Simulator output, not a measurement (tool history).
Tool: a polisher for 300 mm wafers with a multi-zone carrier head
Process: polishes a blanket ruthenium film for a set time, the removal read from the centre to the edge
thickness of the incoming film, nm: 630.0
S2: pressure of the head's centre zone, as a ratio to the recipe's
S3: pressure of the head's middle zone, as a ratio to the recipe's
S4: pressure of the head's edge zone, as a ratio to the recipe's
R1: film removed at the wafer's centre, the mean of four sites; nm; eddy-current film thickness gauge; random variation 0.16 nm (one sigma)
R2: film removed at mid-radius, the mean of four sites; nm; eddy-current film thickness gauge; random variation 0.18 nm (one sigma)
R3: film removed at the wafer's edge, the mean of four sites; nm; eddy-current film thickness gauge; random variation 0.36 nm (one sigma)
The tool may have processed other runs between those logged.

Run 1, hour 0.0: flow of slurry (ml/min) 285, S2 1.00, S3 1.00, S4 1.00, polishing time (s) 58. Result: R1 49.433 nm, R2 46.612 nm, R3 45.064 nm.
Run 2, hour 3.5: flow of slurry (ml/min) 285, S2 1.05, S3 1.00, S4 1.00, polishing time (s) 58. Result: R1 52.125 nm, R2 46.159 nm, R3 45.644 nm.
Run 3, hour 7.4: flow of slurry (ml/min) 270, S2 1.02, S3 0.98, S4 1.02, polishing time (s) 54. Result: R1 46.777 nm, R2 42.673 nm, R3 42.951 nm.
Run 4, hour 9.2: flow of slurry (ml/min) 255, S2 0.99, S3 0.96, S4 1.02, polishing time (s) 50. Result: R1 41.407 nm, R2 38.433 nm, R3 39.940 nm.
At hour 12.9: centre zone pressure recalibrated.
Run 5, hour 12.9: flow of slurry (ml/min) 255, S2 0.99, S3 1.04, S4 1.02, polishing time (s) 50. Result: R1 38.035 nm, R2 40.432 nm, R3 39.495 nm.
Run 6, hour 16.8: flow of slurry (ml/min) 245, S2 0.97, S3 1.02, S4 1.02, polishing time (s) 47. Result: R1 34.402 nm, R2 37.662 nm, R3 36.358 nm.
Run 7, hour 21.9: flow of slurry (ml/min) 240, S2 0.96, S3 1.00, S4 1.03, polishing time (s) 44. Result: R1 31.864 nm, R2 34.149 nm, R3 35.186 nm.
Run 8, hour 22.6: flow of slurry (ml/min) 235, S2 0.94, S3 0.98, S4 1.02, polishing time (s) 42. Result: R1 29.850 nm, R2 31.753 nm, R3 33.452 nm.
Run 9, hour 29.2: flow of slurry (ml/min) 230, S2 0.92, S3 0.97, S4 1.01, polishing time (s) 41. Result: R1 28.141 nm, R2 31.104 nm, R3 31.520 nm.
Run 10, hour 36.8: flow of slurry (ml/min) 225, S2 0.91, S3 0.95, S4 1.01, polishing time (s) 40. Result: R1 27.272 nm, R2 29.511 nm, R3 30.885 nm.
Run 11, hour 39.7: flow of slurry (ml/min) 220, S2 0.90, S3 0.93, S4 1.01, polishing time (s) 39. Result: R1 26.038 nm, R2 28.114 nm, R3 30.205 nm.

Run 12, settings as shown, results not yet in. Your forecast:
Run 12, hour 47.1: flow of slurry (ml/min) 215, S2 0.89, S3 0.91, S4 1.01, polishing time (s) 39. Result: R1 ?, R2 ?, R3 ?.

{"run 12": {"R1": 26.238, "R2": 27.588, "R3": 30.632}}
